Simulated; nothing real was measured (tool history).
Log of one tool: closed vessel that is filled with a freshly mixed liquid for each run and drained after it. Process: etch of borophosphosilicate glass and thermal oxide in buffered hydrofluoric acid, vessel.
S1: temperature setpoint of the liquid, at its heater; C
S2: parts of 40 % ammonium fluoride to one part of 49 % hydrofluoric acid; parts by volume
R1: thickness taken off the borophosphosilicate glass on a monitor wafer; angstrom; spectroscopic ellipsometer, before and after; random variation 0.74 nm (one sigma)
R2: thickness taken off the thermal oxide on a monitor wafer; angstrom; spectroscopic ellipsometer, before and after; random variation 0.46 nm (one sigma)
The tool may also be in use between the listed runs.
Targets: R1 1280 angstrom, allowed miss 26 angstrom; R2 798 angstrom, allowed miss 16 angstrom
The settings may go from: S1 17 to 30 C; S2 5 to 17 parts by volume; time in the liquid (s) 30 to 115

Run 1, hour 0: S1 22 C, S2 10.5 parts by volume, time in the liquid (s) 60. Result: R1 932.27 angstrom, R2 579.6 angstrom.
Run 2, hour 1.5: S1 23 C, S2 10.5 parts by volume, time in the liquid (s) 60. Result: R1 985.38 angstrom, R2 615.13 angstrom.
Run 3, hour 6.5: S1 23 C, S2 10.5 parts by volume, time in the liquid (s) 70. Result: R1 1154.2 angstrom, R2 719.39 angstrom.
Run 4, hour 10.4: S1 23 C, S2 10.5 parts by volume, time in the liquid (s) 45. Result: R1 740.32 angstrom, R2 458.89 angstrom.
Run 5, hour 14.5: S1 24.5 C, S2 10 parts by volume, time in the liquid (s) 45. Result: R1 841.76 angstrom, R2 526.49 angstrom.
Run 6, hour 20.4: S1 25.5 C, S2 9.5 parts by volume, time in the liquid (s) 45. Result: R1 925 angstrom, R2 570.1 angstrom.
Run 7, hour 21.6: S1 26.5 C, S2 9 parts by volume, time in the liquid (s) 45. Result: R1 986.72 angstrom, R2 626.57 angstrom.
Run 8, hour 29.2: S1 27 C, S2 8.5 parts by volume, time in the liquid (s) 45. Result: R1 1101.5 angstrom, R2 687.63 angstrom.
Run 9, hour 36.4: S1 29.5 C, S2 8.5 parts by volume, time in the liquid (s) 45. Result: R1 1242.5 angstrom, R2 778.45 angstrom.
Run 10, hour 43.9: S1 29.5 C, S2 8.5 parts by volume, time in the liquid (s) 45. Result: R1 1237 angstrom, R2 774.75 angstrom.

Which of these 4 next moves meets every target?
Run A, hour 51.4: S1 27 C, S2 8.5 parts by volume, time in the liquid (s) 50. Result: R1 ?, R2 ?.
Run B, hour 51.4: S1 23.5 C, S2 17 parts by volume, time in the liquid (s) 115. Result: R1 ?, R2 ?.
Run C, hour 51.4: S1 29 C, S2 13 parts by volume, time in the liquid (s) 70. Result: R1 ?, R2 ?.
Run D, hour 51.4: S1 26.5 C, S2 15.5 parts by volume, time in the liquid (s) 90. Result: R1 ?, R2 ?.

move      R1      R2
   A    1207  756.02
   B  1199.2  752.86
   C  1275.1  801.81
   D  1208.2  759.39
A: further off than the last run
B: further off than the last run
C: meets every target
D: further off than the last run
The right move is C.
